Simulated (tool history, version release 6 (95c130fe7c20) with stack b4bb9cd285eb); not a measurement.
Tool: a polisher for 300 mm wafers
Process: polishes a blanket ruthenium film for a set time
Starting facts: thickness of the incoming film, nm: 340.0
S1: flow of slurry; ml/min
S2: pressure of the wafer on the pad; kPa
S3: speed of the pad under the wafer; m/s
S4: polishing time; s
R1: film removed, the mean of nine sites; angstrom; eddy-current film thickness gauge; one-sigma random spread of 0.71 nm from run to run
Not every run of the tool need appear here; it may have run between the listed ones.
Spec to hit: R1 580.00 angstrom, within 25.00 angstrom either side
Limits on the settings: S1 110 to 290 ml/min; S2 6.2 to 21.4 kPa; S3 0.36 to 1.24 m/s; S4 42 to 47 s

run  hour   S1    S2    S3  S4      R1
  1   0.0  185  13.8  0.80  47  407.11
  2   2.7  185  15.2  0.80  47  452.62
  3   4.5  210  15.2  0.80  47  464.16
  4   5.8  215  15.9  0.80  47  472.24
      7.1  -- slurry nozzle cleaned
  5   7.1  250  15.9  0.80  47  510.07
  6  15.4  250  15.9  0.80  42  454.30
  7  21.5  250  17.2  0.80  42  499.36
  8  29.6  250  17.9  0.80  42  502.86

Pick the move, out of 4, that brings all results within their allowed miss; only one does.
  A  37.7  285  16.5  0.84  44   ?
  B  37.7  250  18.6  0.74  44   ?
  C  37.7  265  20.0  0.76  44   ?
  D  37.7  205  17.2  0.74  42   ?

move      R1
   A  530.69
   B  518.15
   C  573.05
   D  448.25
A: closer than the last run, but not yet in spec
B: closer than the last run, but not yet in spec
C: hits every target within its allowed miss
D: its largest miss is bigger than the last run's
Correct choice: C, which meets every target
